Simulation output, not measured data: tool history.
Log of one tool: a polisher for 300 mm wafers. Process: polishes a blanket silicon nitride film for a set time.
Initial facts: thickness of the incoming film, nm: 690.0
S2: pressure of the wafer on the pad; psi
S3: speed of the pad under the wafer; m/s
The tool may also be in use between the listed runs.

{"run": 1, "hour": 0.0, "flow of slurry (ml/min)": 320, "S2": 2.3, "S3": 1.34, "polishing time (s)": 35, "film removed (angstrom)": 438.12}
{"run": 2, "hour": 2.3, "flow of slurry (ml/min)": 320, "S2": 1.9, "S3": 1.34, "polishing time (s)": 35, "film removed (angstrom)": 360.75}
{"run": 3, "hour": 6.5, "flow of slurry (ml/min)": 320, "S2": 1.4, "S3": 1.34, "polishing time (s)": 35, "film removed (angstrom)": 270.06}
{"run": 4, "hour": 13.6, "flow of slurry (ml/min)": 320, "S2": 1.6, "S3": 1.34, "polishing time (s)": 35, "film removed (angstrom)": 307.37}
{"run": 5, "hour": 22.4, "flow of slurry (ml/min)": 320, "S2": 1.6, "S3": 1.34, "polishing time (s)": 35, "film removed (angstrom)": 307.13}
{"run": 6, "hour": 25.4, "flow of slurry (ml/min)": 320, "S2": 1.6, "S3": 1.34, "polishing time (s)": 31, "film removed (angstrom)": 275.26}
{"run": 7, "hour": 33.7, "flow of slurry (ml/min)": 320, "S2": 1.8, "S3": 1.34, "polishing time (s)": 31, "film removed (angstrom)": 302.22}
{"run": 8, "hour": 37.9, "flow of slurry (ml/min)": 320, "S2": 2, "S3": 1.34, "polishing time (s)": 31, "film removed (angstrom)": 342.01}
{"run": 9, "hour": 39.5, "flow of slurry (ml/min)": 320, "S2": 2.2, "S3": 1.34, "polishing time (s)": 31, "film removed (angstrom)": 364.51}
{"run": 10, "hour": 46.8, "flow of slurry (ml/min)": 320, "S2": 2.4, "S3": 1.34, "polishing time (s)": 31, "film removed (angstrom)": 404.69}
{"run": 11, "hour": 54.1, "flow of slurry (ml/min)": 320, "S2": 2.5, "S3": 1.34, "polishing time (s)": 31, "film removed (angstrom)": 421.83}
{"run": 12, "hour": 57.4, "flow of slurry (ml/min)": 320, "S2": 2.6, "S3": 1.34, "polishing time (s)": 31, "film removed (angstrom)": 440.28}
{"run": 13, "hour": 62.7, "flow of slurry (ml/min)": 320, "S2": 2.7, "S3": 1.34, "polishing time (s)": 31, "film removed (angstrom)": 443.13}
{"run": 14, "hour": 65.9, "flow of slurry (ml/min)": 320, "S2": 2.8, "S3": 1.34, "polishing time (s)": 31, "film removed (angstrom)": 466.73}
{"run": 15, "hour": 74.7, "flow of slurry (ml/min)": 320, "S2": 2.9, "S3": 1.34, "polishing time (s)": 31, "film removed (angstrom)": 483.47}
{"run": 16, "hour": 75.5, "flow of slurry (ml/min)": 320, "S2": 3, "S3": 1.34, "polishing time (s)": 31, "film removed (angstrom)": 505.82}
{"run": 17, "hour": 81.3, "flow of slurry (ml/min)": 320, "S2": 3.1, "S3": 1.34, "polishing time (s)": 31, "film removed (angstrom)": 521.68}
{"run": 18, "hour": 85.5, "flow of slurry (ml/min)": 320, "S2": 3.2, "S3": 1.34, "polishing time (s)": 31, "film removed (angstrom)": 528.27}

For run 19, what comes out?
{"run": 19, "hour": 88.5, "flow of slurry (ml/min)": 320, "S2": 3.2, "S3": 1.34, "polishing time (s)": 31, "film removed (angstrom)": "?"}

film removed (angstrom): 529.09

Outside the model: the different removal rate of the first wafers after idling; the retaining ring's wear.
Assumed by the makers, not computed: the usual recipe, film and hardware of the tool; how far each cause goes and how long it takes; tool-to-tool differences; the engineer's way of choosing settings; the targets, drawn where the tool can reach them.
